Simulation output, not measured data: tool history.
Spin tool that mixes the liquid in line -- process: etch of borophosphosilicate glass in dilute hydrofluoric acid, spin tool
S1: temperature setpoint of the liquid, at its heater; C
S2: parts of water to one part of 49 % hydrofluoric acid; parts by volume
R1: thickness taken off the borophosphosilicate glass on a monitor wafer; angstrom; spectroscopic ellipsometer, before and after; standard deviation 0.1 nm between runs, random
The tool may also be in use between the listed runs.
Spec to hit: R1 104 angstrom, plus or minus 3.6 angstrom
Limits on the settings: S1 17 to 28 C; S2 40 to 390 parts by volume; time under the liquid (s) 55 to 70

{"run": 1, "hour": 0.0, "S1": 20, "S2": 215, "time under the liquid (s)": 70, "R1": 157.63}
{"run": 2, "hour": 4.4, "S1": 19.5, "S2": 220, "time under the liquid (s)": 70, "R1": 153.54}
{"run": 3, "hour": 5.4, "S1": 19.5, "S2": 190, "time under the liquid (s)": 70, "R1": 177.12}
{"run": 4, "hour": 6.6, "S1": 19.5, "S2": 145, "time under the liquid (s)": 70, "R1": 243.44}
{"run": 5, "hour": 11.4, "S1": 19.5, "S2": 160, "time under the liquid (s)": 70, "R1": 221.33}
{"run": 6, "hour": 12.6, "S1": 19.5, "S2": 170, "time under the liquid (s)": 70, "R1": 205.92}
{"run": 7, "hour": 15.9, "S1": 17, "S2": 260, "time under the liquid (s)": 70, "R1": 109.96}
{"run": 8, "hour": 24.2, "S1": 17, "S2": 265, "time under the liquid (s)": 70, "R1": 108.93}
{"run": 9, "hour": 27.6, "S1": 17, "S2": 265, "time under the liquid (s)": 70, "R1": 110.14}

Exactly one of the 5 candidate moves below puts every result within its allowed miss. Which one?
{"run": "A", "hour": 31.0, "S1": 17, "S2": 255, "time under the liquid (s)": 70, "R1": "?"}
{"run": "B", "hour": 31.0, "S1": 18, "S2": 305, "time under the liquid (s)": 70, "R1": "?"}
{"run": "C", "hour": 31.0, "S1": 18, "S2": 270, "time under the liquid (s)": 70, "R1": "?"}
{"run": "D", "hour": 31.0, "S1": 20, "S2": 310, "time under the liquid (s)": 65, "R1": "?"}
{"run": "E", "hour": 31.0, "S1": 17, "S2": 245, "time under the liquid (s)": 60, "R1": "?"}

move=A R1=115.56
move=B R1=96.142
move=C R1=111.94
move=D R1=94.138
move=E R1=104
A: lands further from the targets than the last run did
B: takes the result that was furthest off past its target
C: lands further from the targets than the last run did
D: takes the result that was furthest off past its target
E: in spec on every target
So the answer is move E, the one that meets all the targets.
